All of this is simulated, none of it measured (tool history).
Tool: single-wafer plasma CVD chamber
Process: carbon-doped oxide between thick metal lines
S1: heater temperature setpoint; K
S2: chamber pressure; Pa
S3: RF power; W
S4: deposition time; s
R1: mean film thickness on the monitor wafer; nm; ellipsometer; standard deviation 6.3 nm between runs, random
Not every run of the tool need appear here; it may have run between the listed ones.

{"run": 1, "hour": 0.0, "S1": 603.15, "S2": 572, "S3": 430, "S4": 315, "R1": 1455.1}
{"run": 2, "hour": 6.7, "S1": 604.15, "S2": 561, "S3": 425, "S4": 315, "R1": 1431.8}
{"run": 3, "hour": 8.6, "S1": 605.15, "S2": 553, "S3": 425, "S4": 315, "R1": 1436.2}
{"run": 4, "hour": 15.0, "S1": 605.15, "S2": 553, "S3": 460, "S4": 315, "R1": 1540.5}
{"run": 5, "hour": 23.4, "S1": 606.15, "S2": 545, "S3": 450, "S4": 315, "R1": 1479.7}
{"run": 6, "hour": 31.6, "S1": 616.15, "S2": 545, "S3": 450, "S4": 315, "R1": 1461.4}
{"run": 7, "hour": 38.1, "S1": 616.15, "S2": 545, "S3": 450, "S4": 315, "R1": 1467}

Estimate the outcome of run 8 from the log above:
{"run": 8, "hour": 46.6, "S1": 616.15, "S2": 536, "S3": 445, "S4": 315, "R1": "?"}

{"run 8": {"R1": 1439.1}}
